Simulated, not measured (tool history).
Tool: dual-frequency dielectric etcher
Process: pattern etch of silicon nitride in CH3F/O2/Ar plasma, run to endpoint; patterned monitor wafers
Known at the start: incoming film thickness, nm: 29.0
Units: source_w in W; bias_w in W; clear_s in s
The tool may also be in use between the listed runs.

run	hour	source_w	bias_w	clear_s
1	0.0	420	101	37.026
2	3.4	380	101	38.982
3	6.8	350	101	40.744
4	9.0	350	109	39.692
5	14.0	350	94	41.900
6	16.9	380	94	40.460
7	24.8	370	94	40.791
8	32.7	360	94	41.354
9	38.5	350	94	41.990

Run 10 comes next. What will it give?
10	40.9	330	93	?

clear_s: 42.853 s
